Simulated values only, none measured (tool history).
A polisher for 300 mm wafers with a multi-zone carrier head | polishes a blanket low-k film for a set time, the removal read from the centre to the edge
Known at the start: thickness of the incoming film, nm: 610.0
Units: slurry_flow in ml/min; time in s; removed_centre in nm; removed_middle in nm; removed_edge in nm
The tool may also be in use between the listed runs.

run  hour  slurry_flow  centre_zone  middle_zone  edge_zone  slurry_solids  time  removed_centre  removed_middle  removed_edge
  1     0          290            1            1          1              1    53          17.553          17.785        17.053
  2   2.1          290         1.02         1.01       1.05           1.15    53          18.827          18.745        18.629
  3     7          290         1.02         1.01       1.05           1.25    53          19.231          19.359        19.677
  4  12.9          290         0.98         1.01       1.05           1.25    53          18.431          19.012        18.958
  5  17.5          290         0.98         1.01       1.05           1.25    48           16.85          17.293        17.679
  6  24.6          305         1.04         1.04       1.09            1.3    49          18.305          18.688         18.35

Run 7 comes next. What will it give?
  7  26.7          305         1.04         1.04       1.09            1.3    49               ?               ?             ?

Run 7 gave removed_centre 18.159 nm, removed_middle 18.613 nm, removed_edge 18.656 nm.

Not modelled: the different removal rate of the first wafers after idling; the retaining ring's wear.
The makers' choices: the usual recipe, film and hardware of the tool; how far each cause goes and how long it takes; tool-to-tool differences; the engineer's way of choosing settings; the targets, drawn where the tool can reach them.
